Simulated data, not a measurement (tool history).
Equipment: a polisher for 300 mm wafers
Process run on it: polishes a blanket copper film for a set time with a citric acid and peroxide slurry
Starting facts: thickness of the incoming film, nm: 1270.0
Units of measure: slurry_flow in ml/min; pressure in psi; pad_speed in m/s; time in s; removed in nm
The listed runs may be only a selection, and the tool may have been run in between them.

| run | day | slurry_flow | pressure | pad_speed | slurry_solids | time | removed |
|---|---|---|---|---|---|---|---|
| 1 | 0.000 | 280 | 3.7 | 0.90 | 1.0 | 62 | 152.020 |
| 2 | 0.288 | 280 | 4.2 | 0.90 | 1.0 | 62 | 170.560 |
| 3 | 0.358 | 280 | 4.6 | 0.90 | 1.0 | 62 | 180.030 |
| 4 | 0.462 | 280 | 4.6 | 0.90 | 1.0 | 65 | 188.750 |
| 5 | 0.600 | 280 | 4.6 | 0.68 | 1.0 | 65 | 153.040 |
| 6 | 0.746 | 210 | 4.6 | 0.68 | 1.0 | 65 | 146.560 |
| 7 | 1.121 | 205 | 3.9 | 0.66 | 1.0 | 65 | 126.650 |
| 8 | 1.371 | 205 | 3.3 | 0.62 | 1.0 | 65 | 109.140 |
| 9 | 1.650 | 205 | 3.3 | 0.62 | 1.0 | 65 | 106.280 |
| 10 | 1.733 | 205 | 2.9 | 0.60 | 1.0 | 65 | 99.197 |
| 11 | 1.904 | 205 | 2.6 | 0.58 | 1.0 | 65 | 87.675 |

Estimate the outcome of run 12 from the log above:
| 12 | 1.996 | 205 | 2.4 | 0.58 | 1.0 | 65 | ? |

{"run 12": {"removed": 85.355}}

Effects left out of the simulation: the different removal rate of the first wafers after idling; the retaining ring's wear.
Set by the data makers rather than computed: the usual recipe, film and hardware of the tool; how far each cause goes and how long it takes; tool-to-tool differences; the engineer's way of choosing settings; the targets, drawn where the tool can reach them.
